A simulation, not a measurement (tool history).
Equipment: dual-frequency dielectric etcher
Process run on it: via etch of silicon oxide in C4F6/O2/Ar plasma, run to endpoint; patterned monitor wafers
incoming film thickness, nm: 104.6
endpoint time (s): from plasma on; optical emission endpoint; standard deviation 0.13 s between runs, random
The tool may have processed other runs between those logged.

run,hour,bias power (W),source power (W),Ar flow (sccm),endpoint time (s)
1,0,432,440,246,23.363
2,2.4,432,470,246,22.683
3,5,417,460,247,23.081
4,6.9,404,450,248,23.801
5,12.3,404,400,248,24.653
6,14.2,397,400,248,24.863
7,20.6,344,380,250,26.959

What does the tool deliver on the next run?
8,24.6,347,380,250,?

Run 8 came out at endpoint time (s) 27.04.
